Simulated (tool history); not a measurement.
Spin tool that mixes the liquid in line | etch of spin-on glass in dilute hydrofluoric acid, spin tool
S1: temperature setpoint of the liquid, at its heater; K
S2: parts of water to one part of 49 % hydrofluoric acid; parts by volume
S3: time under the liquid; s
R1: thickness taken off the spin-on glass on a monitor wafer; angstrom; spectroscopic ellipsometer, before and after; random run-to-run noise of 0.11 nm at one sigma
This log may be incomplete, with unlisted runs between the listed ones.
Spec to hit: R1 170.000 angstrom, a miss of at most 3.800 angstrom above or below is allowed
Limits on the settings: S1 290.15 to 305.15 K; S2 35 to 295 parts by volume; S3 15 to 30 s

run,hour,S1,S2,S3,R1
1,0.0,297.15,165,30,80.655
2,8.4,299.15,165,30,85.799
3,11.8,300.65,145,30,106.200
4,12.8,299.15,145,30,101.460
5,17.5,299.15,170,30,83.758
6,18.5,300.65,150,30,101.940
7,24.5,301.65,135,30,120.820
8,27.0,302.65,130,30,130.090
9,33.0,303.15,125,30,139.480

Pick the move, out of 4, that brings all results within their allowed miss; only one does.
A,39.0,303.15,110,30,?
B,39.0,301.65,105,30,?
C,39.0,300.15,95,30,?
D,39.0,302.65,110,30,?

move,R1
A,162.220
B,161.750
C,171.080
D,159.230
A: nearer the targets than the last run, but a result is still out of spec
B: nearer the targets than the last run, but a result is still out of spec
C: every result lands within tolerance
D: nearer the targets than the last run, but a result is still out of spec
So the answer is move C, the one that meets all the targets.
